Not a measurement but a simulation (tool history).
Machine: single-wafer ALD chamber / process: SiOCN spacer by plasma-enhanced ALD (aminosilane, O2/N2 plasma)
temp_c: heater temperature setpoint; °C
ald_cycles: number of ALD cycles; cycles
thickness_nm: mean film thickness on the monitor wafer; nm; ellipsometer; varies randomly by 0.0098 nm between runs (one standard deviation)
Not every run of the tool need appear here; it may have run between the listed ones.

Run 1, hour 0: temp_c 400 °C, ald_cycles 109 cycles. Result: thickness_nm 6.2533 nm.
Run 2, hour 4.1: temp_c 401 °C, ald_cycles 101 cycles. Result: thickness_nm 5.7404 nm.
Run 3, hour 12.4: temp_c 402 °C, ald_cycles 96 cycles. Result: thickness_nm 5.4412 nm.
Run 4, hour 17.5: temp_c 395 °C, ald_cycles 96 cycles. Result: thickness_nm 5.4892 nm.
Run 5, hour 25.6: temp_c 395 °C, ald_cycles 107 cycles. Result: thickness_nm 6.1164 nm.
Run 6, hour 32.8: temp_c 395 °C, ald_cycles 100 cycles. Result: thickness_nm 5.728 nm.
Run 7, hour 41.8: temp_c 396 °C, ald_cycles 95 cycles. Result: thickness_nm 5.438 nm.

For run 8, what comes out?
Run 8, hour 45.1: temp_c 396 °C, ald_cycles 91 cycles. Result: thickness_nm ?.

Run 8 came out at thickness_nm 5.2013 nm.
